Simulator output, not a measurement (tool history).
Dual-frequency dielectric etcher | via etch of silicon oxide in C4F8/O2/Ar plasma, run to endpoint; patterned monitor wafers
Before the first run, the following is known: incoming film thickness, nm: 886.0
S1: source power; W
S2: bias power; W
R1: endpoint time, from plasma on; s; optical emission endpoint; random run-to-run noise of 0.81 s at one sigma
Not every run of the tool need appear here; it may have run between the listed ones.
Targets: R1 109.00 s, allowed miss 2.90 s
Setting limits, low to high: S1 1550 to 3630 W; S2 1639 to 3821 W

run,hour,S1,S2,R1
1,0.0,2590,2730,127.22
2,0.6,2810,2814,122.26
3,3.0,2980,2884,120.82
4,11.9,2980,3159,115.56
5,17.6,2980,2821,120.72
6,20.3,2710,2821,124.89
7,28.2,2900,2940,119.84
8,34.7,3030,3028,115.87
9,42.7,3120,3064,117.08
10,44.6,3200,3189,113.06

Pick the move, out of 5, that brings all results within their allowed miss; only one does.
A,46.5,3540,3161,?
B,46.5,2490,3322,?
C,46.5,2590,3385,?
D,46.5,3330,2929,?
E,46.5,2970,2870,?

move,R1
A,109.92
B,120.21
C,117.83
D,115.82
E,121.21
A: in spec on every target
B: lands further from the targets than the last run did
C: lands further from the targets than the last run did
D: lands further from the targets than the last run did
E: lands further from the targets than the last run did
A is the move that brings every result within its allowed miss.
